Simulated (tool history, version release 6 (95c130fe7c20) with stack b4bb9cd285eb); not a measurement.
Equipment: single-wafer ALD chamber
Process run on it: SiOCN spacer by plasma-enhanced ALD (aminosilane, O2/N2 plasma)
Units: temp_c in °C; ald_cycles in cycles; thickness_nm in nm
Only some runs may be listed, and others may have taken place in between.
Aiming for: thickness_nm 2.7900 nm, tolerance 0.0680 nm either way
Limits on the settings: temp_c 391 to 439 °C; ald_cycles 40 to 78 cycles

{"run": 1, "day": 0.0, "temp_c": 415, "ald_cycles": 59, "thickness_nm": 3.5585}
{"run": 2, "day": 0.133, "temp_c": 415, "ald_cycles": 63, "thickness_nm": 3.7959}
{"run": 3, "day": 0.467, "temp_c": 419, "ald_cycles": 63, "thickness_nm": 3.7436}
{"run": 4, "day": 0.538, "temp_c": 421, "ald_cycles": 61, "thickness_nm": 3.5851}
{"run": 5, "day": 0.608, "temp_c": 426, "ald_cycles": 61, "thickness_nm": 3.5499}
{"run": 6, "day": 0.742, "temp_c": 426, "ald_cycles": 54, "thickness_nm": 3.1511}
{"run": 7, "day": 1.054, "temp_c": 427, "ald_cycles": 53, "thickness_nm": 3.0775}
{"run": 8, "day": 1.354, "temp_c": 428, "ald_cycles": 52, "thickness_nm": 2.9911}
{"run": 9, "day": 1.596, "temp_c": 429, "ald_cycles": 52, "thickness_nm": 2.981}
{"run": 10, "day": 1.958, "temp_c": 430, "ald_cycles": 52, "thickness_nm": 2.9678}
{"run": 11, "day": 2.154, "temp_c": 431, "ald_cycles": 52, "thickness_nm": 2.9906}
{"run": 12, "day": 2.488, "temp_c": 431, "ald_cycles": 51, "thickness_nm": 2.933}
{"run": 13, "day": 2.617, "temp_c": 431, "ald_cycles": 51, "thickness_nm": 2.8996}
{"run": 14, "day": 2.75, "temp_c": 432, "ald_cycles": 51, "thickness_nm": 2.8926}
{"run": 15, "day": 3.083, "temp_c": 433, "ald_cycles": 51, "thickness_nm": 2.903}

Below are 5 possible settings for the next run. Only one of them brings all results inside the allowed miss of their targets. Which is it?
{"run": "A", "day": 3.417, "temp_c": 435, "ald_cycles": 46, "thickness_nm": "?"}
{"run": "B", "day": 3.417, "temp_c": 429, "ald_cycles": 52, "thickness_nm": "?"}
{"run": "C", "day": 3.417, "temp_c": 432, "ald_cycles": 49, "thickness_nm": "?"}
{"run": "D", "day": 3.417, "temp_c": 427, "ald_cycles": 52, "thickness_nm": "?"}
{"run": "E", "day": 3.417, "temp_c": 430, "ald_cycles": 55, "thickness_nm": "?"}

move=A thickness_nm=2.5859
move=B thickness_nm=2.9834
move=C thickness_nm=2.7829
move=D thickness_nm=3.0035
move=E thickness_nm=3.1449
A: moves the result that the last run missed by most past its target, out the other side
B: the biggest miss grows against the last run
C: all results in spec
D: the biggest miss grows against the last run
E: the biggest miss grows against the last run
C is the move that brings every result within its allowed miss.
